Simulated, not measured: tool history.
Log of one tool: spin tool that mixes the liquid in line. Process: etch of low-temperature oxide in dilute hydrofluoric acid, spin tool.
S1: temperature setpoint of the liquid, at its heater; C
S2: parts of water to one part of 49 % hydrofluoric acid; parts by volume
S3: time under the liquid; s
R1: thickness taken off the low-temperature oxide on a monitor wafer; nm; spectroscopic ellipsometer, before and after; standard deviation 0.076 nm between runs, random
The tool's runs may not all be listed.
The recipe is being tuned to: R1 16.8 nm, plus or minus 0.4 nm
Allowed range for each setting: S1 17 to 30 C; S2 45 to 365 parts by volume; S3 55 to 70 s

run	hour	S1	S2	S3	R1
1	0	22	205	70	8.1204
2	2.3	20.5	205	70	7.7576
3	8	22	190	70	8.9543
4	13	22	190	70	8.9761
5	21.9	25	190	70	9.9543
6	29.7	25	160	70	12.276
7	36.1	26	155	70	13.281
8	40.3	26.5	155	70	13.634
9	49	27	155	70	13.732
# hour 52.3: thermometer replaced
10	52.3	27.5	155	70	13.34

Which of these 5 next moves meets every target?
A	55.6	28	145	70	?
B	55.6	23	105	70	?
C	55.6	27.5	120	70	?
D	55.6	26	115	70	?
E	55.6	30	130	65	?

move	R1
A	14.744
B	17.652
C	18.053
D	17.905
E	16.757
A: nearer than the last run, and not there yet
B: the result that was furthest off in the last run now lies on the other side of its target
C: the result that was furthest off in the last run now lies on the other side of its target
D: the result that was furthest off in the last run now lies on the other side of its target
E: meets every target
Correct choice: E, which meets every target
